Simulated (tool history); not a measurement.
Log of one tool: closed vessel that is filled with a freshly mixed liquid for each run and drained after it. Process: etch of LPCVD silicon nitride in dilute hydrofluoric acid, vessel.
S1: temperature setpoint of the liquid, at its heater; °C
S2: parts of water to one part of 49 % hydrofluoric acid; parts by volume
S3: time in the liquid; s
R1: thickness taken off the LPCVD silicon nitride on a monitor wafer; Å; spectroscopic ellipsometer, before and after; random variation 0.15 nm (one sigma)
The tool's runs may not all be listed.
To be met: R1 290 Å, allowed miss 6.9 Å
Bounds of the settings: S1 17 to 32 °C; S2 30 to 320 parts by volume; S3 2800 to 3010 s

run 1 hour=0 | S1=24 S2=175 S3=2800 | R1=106.28
run 2 hour=9.5 | S1=24 S2=120 S3=2800 | R1=156.89
run 3 hour=17.9 | S1=25.5 S2=115 S3=2800 | R1=179.87
run 4 hour=25.9 | S1=25.5 S2=160 S3=2800 | R1=129.16
run 5 hour=32.6 | S1=24 S2=160 S3=2800 | R1=117.73
run 6 hour=39 | S1=24 S2=160 S3=3010 | R1=126.01
run 7 hour=44.8 | S1=25.5 S2=155 S3=3010 | R1=142.96
run 8 hour=47.3 | S1=26.5 S2=145 S3=3010 | R1=161.11
run 9 hour=49.1 | S1=27.5 S2=135 S3=3010 | R1=185.61
run 10 hour=51.5 | S1=28.5 S2=130 S3=3010 | R1=205.05
run 11 hour=55 | S1=29 S2=125 S3=3010 | R1=219.44
-- hour=58.8 thermometer replaced
run 12 hour=58.8 | S1=32 S2=110 S3=3010 | R1=262.38
run 13 hour=64.5 | S1=32 S2=105 S3=3010 | R1=275.81

5 next moves are on the table. One of them brings every result within its allowed miss. Which?
run A hour=70.2 | S1=29.5 S2=90 S3=2940 | R1=?
run B hour=70.2 | S1=31.5 S2=95 S3=2800 | R1=?
run C hour=70.2 | S1=32 S2=105 S3=2945 | R1=?
run D hour=70.2 | S1=32 S2=100 S3=3010 | R1=?
run E hour=70.2 | S1=28.5 S2=85 S3=3010 | R1=?

move=A R1=268.11
move=B R1=274.16
move=C R1=268.78
move=D R1=288.63
move=E R1=272.71
A: further off than the last run
B: further off than the last run
C: further off than the last run
D: meets every target
E: further off than the last run
Move D is the one to make.
